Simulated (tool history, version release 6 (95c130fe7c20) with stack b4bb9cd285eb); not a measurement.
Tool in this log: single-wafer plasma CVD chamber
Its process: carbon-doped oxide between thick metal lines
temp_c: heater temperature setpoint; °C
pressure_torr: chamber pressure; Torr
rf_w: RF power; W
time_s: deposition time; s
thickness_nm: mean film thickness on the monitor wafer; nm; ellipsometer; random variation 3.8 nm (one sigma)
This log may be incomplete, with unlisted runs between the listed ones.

run,hour,temp_c,pressure_torr,rf_w,time_s,thickness_nm
1,0.0,345,4.06,500,195,1001.60
2,5.1,346,3.96,500,195,996.62
3,12.4,357,3.96,500,195,970.13
4,14.7,357,3.96,560,195,1051.10
5,17.4,358,3.86,555,195,1038.70
6,19.4,358,3.86,500,195,968.30
7,26.9,358,3.79,500,195,963.21
8,33.0,359,3.72,500,195,956.07

Forecast run 9:
9,38.7,359,3.66,500,195,?

thickness_nm: 959.10 nm
